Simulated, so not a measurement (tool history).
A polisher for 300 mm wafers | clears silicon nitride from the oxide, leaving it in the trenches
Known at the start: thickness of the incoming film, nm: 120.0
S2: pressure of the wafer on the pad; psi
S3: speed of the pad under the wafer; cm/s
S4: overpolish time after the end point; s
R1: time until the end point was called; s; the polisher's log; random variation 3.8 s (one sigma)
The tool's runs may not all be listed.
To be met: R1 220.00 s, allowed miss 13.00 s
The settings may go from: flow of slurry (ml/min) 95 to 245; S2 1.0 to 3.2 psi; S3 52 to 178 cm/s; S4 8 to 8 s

Run 1, hour 0.0: flow of slurry (ml/min) 155, S2 2.1 psi, S3 114 cm/s, S4 8 s. Result: R1 151.36 s.
Run 2, hour 7.3: flow of slurry (ml/min) 175, S2 2.1 psi, S3 114 cm/s, S4 8 s. Result: R1 145.65 s.
Run 3, hour 15.6: flow of slurry (ml/min) 175, S2 2.1 psi, S3 114 cm/s, S4 8 s. Result: R1 146.32 s.
Run 4, hour 24.6: flow of slurry (ml/min) 175, S2 2.0 psi, S3 114 cm/s, S4 8 s. Result: R1 154.07 s.
Run 5, hour 26.3: flow of slurry (ml/min) 175, S2 2.0 psi, S3 136 cm/s, S4 8 s. Result: R1 131.42 s.
Run 6, hour 29.3: flow of slurry (ml/min) 195, S2 2.0 psi, S3 136 cm/s, S4 8 s. Result: R1 127.74 s.
Run 7, hour 35.9: flow of slurry (ml/min) 195, S2 1.9 psi, S3 136 cm/s, S4 8 s. Result: R1 130.85 s.
Run 8, hour 38.6: flow of slurry (ml/min) 195, S2 1.8 psi, S3 134 cm/s, S4 8 s. Result: R1 140.86 s.
Run 9, hour 40.3: flow of slurry (ml/min) 195, S2 1.7 psi, S3 134 cm/s, S4 8 s. Result: R1 146.91 s.
Run 10, hour 42.3: flow of slurry (ml/min) 195, S2 1.6 psi, S3 132 cm/s, S4 8 s. Result: R1 150.15 s.
Run 11, hour 43.8: flow of slurry (ml/min) 185, S2 1.0 psi, S3 108 cm/s, S4 8 s. Result: R1 248.68 s.

Which of these 4 next moves meets every target?
Run A, hour 45.3: flow of slurry (ml/min) 185, S2 1.1 psi, S3 102 cm/s, S4 8 s. Result: R1 ?.
Run B, hour 45.3: flow of slurry (ml/min) 210, S2 1.0 psi, S3 100 cm/s, S4 8 s. Result: R1 ?.
Run C, hour 45.3: flow of slurry (ml/min) 190, S2 1.0 psi, S3 108 cm/s, S4 8 s. Result: R1 ?.
Run D, hour 45.3: flow of slurry (ml/min) 135, S2 1.4 psi, S3 102 cm/s, S4 8 s. Result: R1 ?.

move      R1
   A  258.96
   B  275.19
   C  258.10
   D  231.26
A: further off than the last run
B: further off than the last run
C: further off than the last run
D: meets every target
Answer: D
